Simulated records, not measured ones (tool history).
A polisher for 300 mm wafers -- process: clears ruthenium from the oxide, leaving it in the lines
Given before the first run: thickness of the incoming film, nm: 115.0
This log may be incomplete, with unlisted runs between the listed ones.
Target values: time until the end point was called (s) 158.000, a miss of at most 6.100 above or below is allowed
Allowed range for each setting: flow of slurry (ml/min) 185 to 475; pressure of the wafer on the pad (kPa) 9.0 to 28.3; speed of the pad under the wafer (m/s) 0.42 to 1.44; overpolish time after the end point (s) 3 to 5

| run | hour | flow of slurry (ml/min) | pressure of the wafer on the pad (kPa) | speed of the pad under the wafer (m/s) | overpolish time after the end point (s) | time until the end point was called (s) |
|---|---|---|---|---|---|---|
| 1 | 0.0 | 305 | 18.6 | 0.92 | 5 | 93.619 |
| 2 | 4.5 | 305 | 18.6 | 0.92 | 5 | 93.075 |
| 3 | 7.6 | 305 | 18.6 | 0.92 | 3 | 93.301 |
| 4 | 14.8 | 305 | 18.6 | 1.00 | 3 | 86.275 |
| 5 | 19.2 | 305 | 16.5 | 1.00 | 3 | 94.716 |
| 6 | 21.4 | 305 | 14.5 | 1.00 | 3 | 109.610 |
| 7 | 23.4 | 305 | 13.8 | 1.00 | 3 | 114.250 |
| 8 | 29.5 | 305 | 13.1 | 1.00 | 3 | 120.280 |
| 9 | 35.3 | 305 | 12.4 | 1.00 | 3 | 126.290 |

Which one of the following 4 next-run settings gets every result inside its allowed miss? There is exactly one.
| A | 41.1 | 300 | 11.0 | 0.80 | 3 | ? |
| B | 41.1 | 375 | 9.7 | 0.92 | 4 | ? |
| C | 41.1 | 250 | 9.7 | 1.04 | 5 | ? |
| D | 41.1 | 280 | 9.7 | 0.92 | 5 | ? |

| move | time until the end point was called (s) |
|---|---|
| A | 172.070 |
| B | 167.800 |
| C | 153.770 |
| D | 171.520 |
A: takes the biggest miss from the last run beyond its target
B: takes the biggest miss from the last run beyond its target
C: every result within its allowed miss
D: takes the biggest miss from the last run beyond its target
So the answer is move C, the one that meets all the targets.

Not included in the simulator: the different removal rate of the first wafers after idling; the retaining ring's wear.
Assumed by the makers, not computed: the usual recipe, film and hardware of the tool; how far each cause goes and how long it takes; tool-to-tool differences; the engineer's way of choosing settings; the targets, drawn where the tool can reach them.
